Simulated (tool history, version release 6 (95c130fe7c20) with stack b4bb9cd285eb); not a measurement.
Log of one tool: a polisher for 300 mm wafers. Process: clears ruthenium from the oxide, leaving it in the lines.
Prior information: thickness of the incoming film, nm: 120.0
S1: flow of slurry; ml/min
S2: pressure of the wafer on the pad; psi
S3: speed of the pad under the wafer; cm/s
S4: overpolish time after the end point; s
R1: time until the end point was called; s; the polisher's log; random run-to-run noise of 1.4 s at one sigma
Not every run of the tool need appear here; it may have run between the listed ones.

run  hour   S1   S2   S3  S4      R1
  1   0.0  140  2.3  122  13  91.569
  2   3.2  140  2.6  122  13  81.596
  3  11.7  140  3.1  122  13  69.495
  4  15.9  140  3.1  122  13  69.078
  5  23.2  160  3.1  122  13  66.049
  6  30.9  150  2.8  120  13  75.389
  7  38.7  140  2.6  120  13  81.751

Run 8 has not been measured yet. What should we expect?
  8  46.3  135  2.3  118  13   ?

{"run 8": {"R1": 94.029}}
